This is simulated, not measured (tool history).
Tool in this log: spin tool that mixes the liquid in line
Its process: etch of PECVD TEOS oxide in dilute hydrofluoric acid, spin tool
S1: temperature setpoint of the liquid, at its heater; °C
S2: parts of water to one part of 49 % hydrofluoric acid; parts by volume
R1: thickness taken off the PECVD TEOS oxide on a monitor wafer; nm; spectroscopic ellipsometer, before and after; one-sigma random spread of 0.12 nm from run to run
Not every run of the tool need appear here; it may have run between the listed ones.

{"run": 1, "hour": 0.0, "S1": 22.0, "S2": 45, "time under the liquid (s)": 95, "R1": 35.676}
{"run": 2, "hour": 1.3, "S1": 24.5, "S2": 45, "time under the liquid (s)": 95, "R1": 39.531}
{"run": 3, "hour": 10.3, "S1": 27.0, "S2": 45, "time under the liquid (s)": 95, "R1": 43.907}
{"run": 4, "hour": 14.3, "S1": 27.0, "S2": 40, "time under the liquid (s)": 95, "R1": 49.627}
{"run": 5, "hour": 19.4, "S1": 25.0, "S2": 45, "time under the liquid (s)": 95, "R1": 40.318}
{"run": 6, "hour": 25.1, "S1": 23.5, "S2": 45, "time under the liquid (s)": 95, "R1": 38.117}
{"run": 7, "hour": 27.1, "S1": 22.5, "S2": 45, "time under the liquid (s)": 95, "R1": 36.683}
{"run": 8, "hour": 28.4, "S1": 22.5, "S2": 45, "time under the liquid (s)": 95, "R1": 36.174}
{"run": 9, "hour": 30.5, "S1": 21.5, "S2": 45, "time under the liquid (s)": 95, "R1": 35.209}
{"run": 10, "hour": 37.3, "S1": 20.5, "S2": 50, "time under the liquid (s)": 95, "R1": 30.233}

What does the tool deliver on the next run?
{"hour": 42.7, "done": "thermometer replaced"}
{"run": 11, "hour": 42.7, "S1": 20.0, "S2": 50, "time under the liquid (s)": 95, "R1": "?"}

R1: 27.063 nm

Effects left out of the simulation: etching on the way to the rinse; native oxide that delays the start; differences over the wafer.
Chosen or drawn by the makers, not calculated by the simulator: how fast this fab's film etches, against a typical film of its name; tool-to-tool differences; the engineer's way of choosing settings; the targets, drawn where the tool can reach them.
